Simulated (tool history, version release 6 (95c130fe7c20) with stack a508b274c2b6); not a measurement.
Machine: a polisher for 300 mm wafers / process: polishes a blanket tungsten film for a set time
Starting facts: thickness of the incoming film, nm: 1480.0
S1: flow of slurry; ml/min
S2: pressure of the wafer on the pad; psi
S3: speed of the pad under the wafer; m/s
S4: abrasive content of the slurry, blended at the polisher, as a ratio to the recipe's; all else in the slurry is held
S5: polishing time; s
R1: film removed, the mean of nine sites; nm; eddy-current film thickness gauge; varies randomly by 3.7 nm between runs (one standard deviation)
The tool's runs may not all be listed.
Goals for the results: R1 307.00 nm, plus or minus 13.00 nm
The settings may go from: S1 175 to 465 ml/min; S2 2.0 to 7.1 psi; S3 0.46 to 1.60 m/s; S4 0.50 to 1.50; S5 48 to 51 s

Run 1, hour 0.0: S1 295 ml/min, S2 4.5 psi, S3 1.02 m/s, S4 1.00, S5 48 s. Result: R1 244.76 nm.
Run 2, hour 6.7: S1 295 ml/min, S2 4.6 psi, S3 1.02 m/s, S4 1.00, S5 48 s. Result: R1 255.21 nm.
Run 3, hour 10.4: S1 295 ml/min, S2 4.7 psi, S3 1.02 m/s, S4 1.00, S5 48 s. Result: R1 254.75 nm.
Run 4, hour 17.1: S1 295 ml/min, S2 4.8 psi, S3 1.02 m/s, S4 1.00, S5 48 s. Result: R1 258.08 nm.
Run 5, hour 21.8: S1 295 ml/min, S2 4.8 psi, S3 0.78 m/s, S4 1.00, S5 48 s. Result: R1 199.71 nm.
Run 6, hour 28.8: S1 295 ml/min, S2 5.1 psi, S3 0.78 m/s, S4 1.00, S5 48 s. Result: R1 209.19 nm.
Run 7, hour 29.4: S1 295 ml/min, S2 5.3 psi, S3 0.78 m/s, S4 1.00, S5 48 s. Result: R1 222.14 nm.
Run 8, hour 37.3: S1 295 ml/min, S2 6.6 psi, S3 0.80 m/s, S4 1.00, S5 48 s. Result: R1 280.13 nm.
Run 9, hour 40.3: S1 295 ml/min, S2 6.7 psi, S3 0.80 m/s, S4 1.00, S5 48 s. Result: R1 283.91 nm.
Run 10, hour 41.7: S1 295 ml/min, S2 6.8 psi, S3 0.80 m/s, S4 1.00, S5 48 s. Result: R1 283.44 nm.

Of the 5 settings listed for the next run, only one would bring every result within its allowed miss of target. Which one?
Run A, hour 43.1: S1 305 ml/min, S2 6.4 psi, S3 0.78 m/s, S4 1.05, S5 49 s. Result: R1 ?.
Run B, hour 43.1: S1 360 ml/min, S2 7.1 psi, S3 0.66 m/s, S4 1.00, S5 51 s. Result: R1 ?.
Run C, hour 43.1: S1 270 ml/min, S2 6.5 psi, S3 0.82 m/s, S4 1.05, S5 51 s. Result: R1 ?.
Run D, hour 43.1: S1 250 ml/min, S2 6.7 psi, S3 0.76 m/s, S4 1.00, S5 48 s. Result: R1 ?.
Run E, hour 43.1: S1 330 ml/min, S2 5.7 psi, S3 1.00 m/s, S4 1.10, S5 51 s. Result: R1 ?.

move      R1
   A  275.98
   B  272.16
   C  303.19
   D  269.63
   E  330.14
A: further off than the last run
B: further off than the last run
C: every result within its allowed miss
D: further off than the last run
E: the result that was furthest off in the last run now lies on the other side of its target
The right move is C.
